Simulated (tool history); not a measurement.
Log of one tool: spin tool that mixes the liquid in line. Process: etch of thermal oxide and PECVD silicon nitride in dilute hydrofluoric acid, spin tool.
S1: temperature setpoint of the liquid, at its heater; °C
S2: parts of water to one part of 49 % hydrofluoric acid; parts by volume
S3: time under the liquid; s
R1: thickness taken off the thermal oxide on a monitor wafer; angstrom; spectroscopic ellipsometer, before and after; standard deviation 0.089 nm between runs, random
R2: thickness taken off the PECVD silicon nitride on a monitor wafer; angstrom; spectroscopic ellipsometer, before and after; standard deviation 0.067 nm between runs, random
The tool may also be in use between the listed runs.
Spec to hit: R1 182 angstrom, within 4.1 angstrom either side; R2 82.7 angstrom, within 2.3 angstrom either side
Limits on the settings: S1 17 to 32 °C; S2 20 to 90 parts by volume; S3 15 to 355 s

run	hour	S1	S2	S3	R1	R2
1	0	24	50	180	177.4	71.652
2	0.9	20.5	50	180	152.86	57.204
3	7.7	20.5	60	180	126.04	47.339
4	10	23	60	180	139.78	56.769
5	13.9	23	60	140	108.07	42.908
6	18.8	23	65	140	100.41	40.437
7	25.6	25	60	140	117.38	50.351
8	28.8	26	55	140	134.71	57.636
9	37.1	27	50	140	154.29	68.756
10	45	27.5	50	140	156.76	70.641

Exactly one of the 4 candidate moves below puts every result within its allowed miss. Which one?
A	52.9	31	60	125	?	?
B	52.9	17	25	125	?	?
C	52.9	26.5	45	150	?	?
D	52.9	28.5	50	155	?	?

move	R1	R2
A	132.02	66.188
B	187.56	60.863
C	181.32	79.093
D	181.17	83.901
A: its largest miss is bigger than the last run's
B: takes the biggest miss from the last run beyond its target
C: brings the result that was furthest off to its target, and leaves another outside
D: hits every target within its allowed miss
So the answer is move D, the one that meets all the targets.
